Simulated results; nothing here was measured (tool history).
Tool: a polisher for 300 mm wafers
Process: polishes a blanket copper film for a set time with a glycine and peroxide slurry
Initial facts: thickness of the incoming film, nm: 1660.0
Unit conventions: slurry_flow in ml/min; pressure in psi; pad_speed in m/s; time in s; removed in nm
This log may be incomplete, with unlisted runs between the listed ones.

| run | day | slurry_flow | pressure | pad_speed | time | removed |
|---|---|---|---|---|---|---|
| 1 | 0 | 155 | 2.8 | 1.2 | 74 | 433.33 |
| 2 | 0.246 | 160 | 2.9 | 1.2 | 74 | 442.49 |
| 3 | 0.379 | 200 | 2.9 | 1.2 | 74 | 458.36 |
| 4 | 0.604 | 200 | 2.9 | 1.2 | 78 | 480.58 |
| 5 | 0.929 | 200 | 3 | 1.2 | 78 | 492.18 |
| 6 | 1.021 | 220 | 3 | 1.2 | 78 | 496.14 |
| 7 | 1.371 | 220 | 3.1 | 1.2 | 78 | 509.59 |

Run 8 is up next; what results do you expect?
| 8 | 1.625 | 220 | 3.1 | 1.2 | 78 | ? |

removed: 516.95 nm

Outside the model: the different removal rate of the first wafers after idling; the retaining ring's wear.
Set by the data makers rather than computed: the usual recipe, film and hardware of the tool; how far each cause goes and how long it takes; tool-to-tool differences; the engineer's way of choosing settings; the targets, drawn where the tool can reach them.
